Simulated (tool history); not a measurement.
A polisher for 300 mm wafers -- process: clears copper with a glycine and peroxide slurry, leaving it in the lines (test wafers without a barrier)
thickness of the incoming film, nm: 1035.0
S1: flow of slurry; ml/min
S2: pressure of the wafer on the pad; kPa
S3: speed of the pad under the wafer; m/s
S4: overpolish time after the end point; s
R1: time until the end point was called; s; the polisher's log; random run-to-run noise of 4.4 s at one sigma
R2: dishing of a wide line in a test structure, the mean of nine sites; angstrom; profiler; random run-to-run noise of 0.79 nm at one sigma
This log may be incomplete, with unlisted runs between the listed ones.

run 1 hour=0.0 | S1=200 S2=20.0 S3=1.26 S4=24 | R1=167.11 R2=888.56
run 2 hour=2.9 | S1=200 S2=17.9 S3=1.24 S4=25 | R1=172.92 R2=852.36
run 3 hour=5.2 | S1=160 S2=17.9 S3=1.24 S4=25 | R1=180.37 R2=829.22
run 4 hour=10.6 | S1=160 S2=15.9 S3=1.20 S4=27 | R1=203.21 R2=837.62
run 5 hour=14.9 | S1=160 S2=20.0 S3=1.20 S4=27 | R1=174.05 R2=922.22
run 6 hour=19.4 | S1=160 S2=20.0 S3=1.20 S4=22 | R1=173.46 R2=790.22
run 7 hour=20.2 | S1=160 S2=17.9 S3=1.18 S4=23 | R1=184.52 R2=757.62

Run 8 comes next. What will it give?
run 8 hour=21.3 | S1=160 S2=15.9 S3=1.16 S4=25 | R1=? R2=?

R1: 208.35 s
R2: 752.14 angstrom

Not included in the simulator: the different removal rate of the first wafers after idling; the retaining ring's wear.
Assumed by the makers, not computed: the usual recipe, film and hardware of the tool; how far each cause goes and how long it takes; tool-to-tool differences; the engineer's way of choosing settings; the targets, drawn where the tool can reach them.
